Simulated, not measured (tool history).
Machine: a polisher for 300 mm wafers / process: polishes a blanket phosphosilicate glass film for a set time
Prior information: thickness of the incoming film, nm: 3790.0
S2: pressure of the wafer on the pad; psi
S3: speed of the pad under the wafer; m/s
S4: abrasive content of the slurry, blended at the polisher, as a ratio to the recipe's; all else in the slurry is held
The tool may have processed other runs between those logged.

Run 1, hour 0: flow of slurry (ml/min) 145, S2 3.4 psi, S3 0.9 m/s, S4 1, polishing time (s) 26. Result: film removed (angstrom) 1879.7.
Run 2, hour 8.4: flow of slurry (ml/min) 145, S2 4.2 psi, S3 0.9 m/s, S4 1, polishing time (s) 26. Result: film removed (angstrom) 2343.8.
Run 3, hour 16.9: flow of slurry (ml/min) 145, S2 4 psi, S3 0.9 m/s, S4 1, polishing time (s) 26. Result: film removed (angstrom) 2216.9.
Run 4, hour 20.8: flow of slurry (ml/min) 145, S2 4 psi, S3 0.9 m/s, S4 0.8, polishing time (s) 26. Result: film removed (angstrom) 1923.4.
Run 5, hour 22.5: flow of slurry (ml/min) 115, S2 4 psi, S3 0.9 m/s, S4 0.8, polishing time (s) 26. Result: film removed (angstrom) 1881.2.
Run 6, hour 31.5: flow of slurry (ml/min) 115, S2 3.9 psi, S3 0.9 m/s, S4 0.8, polishing time (s) 26. Result: film removed (angstrom) 1783.5.
Run 7, hour 39: flow of slurry (ml/min) 115, S2 3.8 psi, S3 0.9 m/s, S4 0.8, polishing time (s) 26. Result: film removed (angstrom) 1734.4.
Run 8, hour 39.8: flow of slurry (ml/min) 115, S2 3.7 psi, S3 0.9 m/s, S4 0.8, polishing time (s) 26. Result: film removed (angstrom) 1672.3.

What will run 9 give?
Run 9, hour 42.1: flow of slurry (ml/min) 115, S2 3.6 psi, S3 0.9 m/s, S4 0.8, polishing time (s) 26. Result: film removed (angstrom) ?.

{"run 9": {"film removed (angstrom)": 1675.5}}
